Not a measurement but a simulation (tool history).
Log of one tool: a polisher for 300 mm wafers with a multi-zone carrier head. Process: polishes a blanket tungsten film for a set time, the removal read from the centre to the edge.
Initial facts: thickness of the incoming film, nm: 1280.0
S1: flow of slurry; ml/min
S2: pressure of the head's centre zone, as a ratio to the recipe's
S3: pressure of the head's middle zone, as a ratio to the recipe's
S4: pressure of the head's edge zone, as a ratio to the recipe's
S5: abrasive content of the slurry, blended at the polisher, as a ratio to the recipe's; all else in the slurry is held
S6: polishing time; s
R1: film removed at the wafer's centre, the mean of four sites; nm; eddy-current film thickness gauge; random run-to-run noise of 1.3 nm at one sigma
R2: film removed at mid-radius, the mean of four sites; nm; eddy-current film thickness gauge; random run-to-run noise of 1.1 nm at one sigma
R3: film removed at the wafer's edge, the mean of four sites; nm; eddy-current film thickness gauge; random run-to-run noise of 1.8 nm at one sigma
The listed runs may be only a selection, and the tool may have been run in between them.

run    day   S1    S2    S3    S4    S5  S6      R1      R2      R3
  1  0.000  155  1.00  1.00  1.00  1.00  34  166.82  164.65  170.13
  2  0.275  150  0.98  0.99  0.98  0.90  34  160.68  157.01  166.72
  3  0.500  150  0.98  1.04  0.98  0.90  34  163.66  165.71  164.71
  4  0.542  150  0.98  1.04  0.98  0.90  41  192.73  199.03  197.62
     0.683  -- worn pad replaced by a new one
  5  0.683  145  0.96  1.04  0.96  0.85  39  203.59  210.13  215.95
  6  0.725  145  0.96  1.04  0.96  0.65  39  195.90  199.39  206.57
  7  1.000  150  0.96  1.05  1.00  0.65  37  184.80  196.25  198.38
  8  1.308  160  0.95  1.03  1.01  0.75  35  180.87  187.03  191.67
  9  1.650  150  0.96  1.03  1.03  0.85  34  176.55  179.88  192.70
 10  1.700  145  0.94  1.03  0.99  0.90  32  166.21  173.01  175.96
 11  1.804  145  0.94  1.03  0.99  0.90  32  164.31  170.83  172.74

Predict the results of run 12:
 12  1.954  135  0.93  1.03  0.99  0.95  30   ?   ?   ?

{"run 12": {"R1": 150.55, "R2": 160.71, "R3": 165.47}}
